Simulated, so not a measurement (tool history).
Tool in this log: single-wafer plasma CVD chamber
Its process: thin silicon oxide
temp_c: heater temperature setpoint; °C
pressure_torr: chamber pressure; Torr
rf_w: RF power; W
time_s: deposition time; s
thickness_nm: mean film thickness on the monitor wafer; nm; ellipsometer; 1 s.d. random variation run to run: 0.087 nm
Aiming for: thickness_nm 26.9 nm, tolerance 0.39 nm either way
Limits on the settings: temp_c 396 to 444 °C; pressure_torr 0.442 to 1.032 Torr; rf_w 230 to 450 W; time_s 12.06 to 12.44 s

Run 1, day 0: temp_c 420 °C, pressure_torr 0.737 Torr, rf_w 340 W, time_s 12.06 s. Result: thickness_nm 22.702 nm.
Run 2, day 0.371: temp_c 412 °C, pressure_torr 0.737 Torr, rf_w 340 W, time_s 12.06 s. Result: thickness_nm 22.685 nm.
Run 3, day 0.404: temp_c 412 °C, pressure_torr 0.654 Torr, rf_w 340 W, time_s 12.06 s. Result: thickness_nm 20.209 nm.
Run 4, day 0.479: temp_c 412 °C, pressure_torr 0.596 Torr, rf_w 340 W, time_s 12.06 s. Result: thickness_nm 18.34 nm.
Run 5, day 0.8: temp_c 412 °C, pressure_torr 0.664 Torr, rf_w 340 W, time_s 12.06 s. Result: thickness_nm 20.496 nm.
Run 6, day 1.162: temp_c 406 °C, pressure_torr 0.664 Torr, rf_w 340 W, time_s 12.06 s. Result: thickness_nm 20.707 nm.
Run 7, day 1.508: temp_c 405 °C, pressure_torr 0.71 Torr, rf_w 340 W, time_s 12.06 s. Result: thickness_nm 21.944 nm.
Run 8, day 1.788: temp_c 405 °C, pressure_torr 0.857 Torr, rf_w 345 W, time_s 12.06 s. Result: thickness_nm 26.296 nm.
Run 9, day 1.979: temp_c 405 °C, pressure_torr 0.862 Torr, rf_w 345 W, time_s 12.06 s. Result: thickness_nm 26.437 nm.
Run 10, day 2.05: temp_c 405 °C, pressure_torr 0.862 Torr, rf_w 345 W, time_s 12.06 s. Result: thickness_nm 26.585 nm.
Run 11, day 2.342: temp_c 405 °C, pressure_torr 0.865 Torr, rf_w 345 W, time_s 12.06 s. Result: thickness_nm 26.5 nm.

Pick the move, out of 4, that brings all results within their allowed miss; only one does.
Run A, day 2.633: temp_c 409 °C, pressure_torr 0.865 Torr, rf_w 330 W, time_s 12.2 s. Result: thickness_nm ?.
Run B, day 2.633: temp_c 404 °C, pressure_torr 0.848 Torr, rf_w 375 W, time_s 12.11 s. Result: thickness_nm ?.
Run C, day 2.633: temp_c 396 °C, pressure_torr 0.737 Torr, rf_w 440 W, time_s 12.44 s. Result: thickness_nm ?.
Run D, day 2.633: temp_c 404 °C, pressure_torr 0.844 Torr, rf_w 340 W, time_s 12.24 s. Result: thickness_nm ?.

move  thickness_nm
   A        26.345
   B        26.948
   C        25.785
   D        26.253
A: moves away from the targets compared with the last run
B: all results land within tolerance of their targets
C: moves away from the targets compared with the last run
D: moves away from the targets compared with the last run
The move that meets every target is B.

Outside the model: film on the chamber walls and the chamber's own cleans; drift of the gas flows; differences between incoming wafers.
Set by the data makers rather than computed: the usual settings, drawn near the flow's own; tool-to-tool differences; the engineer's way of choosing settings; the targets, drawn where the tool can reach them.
